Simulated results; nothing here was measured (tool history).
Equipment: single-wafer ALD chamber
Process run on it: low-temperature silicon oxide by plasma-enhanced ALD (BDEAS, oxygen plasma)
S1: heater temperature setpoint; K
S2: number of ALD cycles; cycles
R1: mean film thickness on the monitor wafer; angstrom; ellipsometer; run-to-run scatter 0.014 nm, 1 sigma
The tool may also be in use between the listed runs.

run	hour	S1	S2	R1
1	0.0	368.15	29	45.188
2	6.4	368.15	27	42.297
3	8.1	359.15	27	43.601
4	16.2	352.15	27	44.644
5	17.7	344.15	27	46.036
6	21.0	344.15	30	51.343
7	26.6	349.15	29	48.369
8	32.3	354.15	28	45.797
9	36.0	354.15	28	45.812
10	38.6	357.15	27	44.086
11	40.8	359.15	27	43.749
12	45.4	361.15	27	43.654

Run 13 has not been measured yet. What should we expect?
13	46.6	363.15	27	?

For run 13 the tool returned R1 43.147 angstrom.
